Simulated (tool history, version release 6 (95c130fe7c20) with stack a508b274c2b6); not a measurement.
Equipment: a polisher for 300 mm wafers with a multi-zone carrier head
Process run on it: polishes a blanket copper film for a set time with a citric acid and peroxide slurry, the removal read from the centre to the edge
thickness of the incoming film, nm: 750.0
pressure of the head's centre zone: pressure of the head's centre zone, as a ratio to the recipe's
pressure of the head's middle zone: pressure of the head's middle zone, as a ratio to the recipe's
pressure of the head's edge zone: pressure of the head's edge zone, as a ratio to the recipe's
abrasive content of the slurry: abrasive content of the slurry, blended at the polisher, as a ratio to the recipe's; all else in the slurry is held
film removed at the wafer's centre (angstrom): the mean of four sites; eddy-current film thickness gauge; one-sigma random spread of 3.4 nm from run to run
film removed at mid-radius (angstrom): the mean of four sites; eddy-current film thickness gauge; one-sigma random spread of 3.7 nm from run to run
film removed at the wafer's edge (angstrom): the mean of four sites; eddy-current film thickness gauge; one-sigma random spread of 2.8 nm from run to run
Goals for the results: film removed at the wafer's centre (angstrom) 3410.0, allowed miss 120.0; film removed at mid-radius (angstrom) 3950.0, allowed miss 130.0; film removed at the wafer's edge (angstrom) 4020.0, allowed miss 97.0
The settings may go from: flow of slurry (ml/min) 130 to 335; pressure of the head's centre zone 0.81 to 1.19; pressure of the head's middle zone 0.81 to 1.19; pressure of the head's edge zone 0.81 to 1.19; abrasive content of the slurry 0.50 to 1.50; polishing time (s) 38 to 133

run  hour  flow of slurry (ml/min)  pressure of the head's centre zone  pressure of the head's middle zone  pressure of the head's edge zone  abrasive content of the slurry  polishing time (s)  film removed at the wafer's centre (angstrom)  film removed at mid-radius (angstrom)  film removed at the wafer's edge (angstrom)
  1   0.0                      215                                1.00                                1.00                              1.00                            1.00                  85                                         2417.4                                 2698.6                                       2679.8
  2   2.4                      225                                1.00                                1.01                              1.04                            1.15                  89                                         2645.9                                 2919.5                                       2937.1
  3   4.0                      185                                1.00                                1.01                              1.04                            1.15                  89                                         2522.3                                 2860.6                                       2863.0
  4   6.8                      185                                1.00                                1.01                              1.07                            1.15                  89                                         2557.9                                 2837.0                                       2867.1
  5  13.6                      185                                1.00                                1.01                              1.12                            1.15                  89                                         2603.0                                 2832.3                                       2955.4
  6  17.3                      185                                1.00                                1.07                              1.12                            1.15                  89                                         2534.4                                 3003.2                                       2968.6
  7  20.3                      235                                1.02                                1.07                              1.19                            1.40                 107                                         3359.0                                 3863.1                                       3898.9
     25.4  -- centre zone pressure recalibrated
  8  25.4                      240                                1.02                                1.07                              1.19                            1.40                 107                                         3584.0                                 3819.6                                       3886.7
  9  33.3                      235                                1.01                                1.07                              1.19                            1.40                 108                                         3580.7                                 3913.2                                       3977.1

Next run, 4 choices. One meets every target within its allowed miss, the rest don't. Which?
  A  41.2                      210                                1.00                                1.07                              1.12                            1.50                 112                                              ?                                      ?                                            ?
  B  41.2                      155                                0.96                                1.08                              1.16                            1.50                 116                                              ?                                      ?                                            ?
  C  41.2                      240                                1.01                                1.02                              1.19                            1.40                 112                                              ?                                      ?                                            ?
  D  41.2                      245                                1.09                                1.03                              1.16                            1.30                 108                                              ?                                      ?                                            ?

move  film removed at the wafer's centre (angstrom)  film removed at mid-radius (angstrom)  film removed at the wafer's edge (angstrom)
   A                                         3713.5                                 3987.0                                       3975.2
   B                                         3476.1                                 3938.3                                       4025.6
   C                                         3781.2                                 3853.5                                       4113.0
   D                                         3885.4                                 3708.5                                       3871.9
A: moves away from the targets compared with the last run
B: hits every target within its allowed miss
C: moves away from the targets compared with the last run
D: moves away from the targets compared with the last run
Answer: B
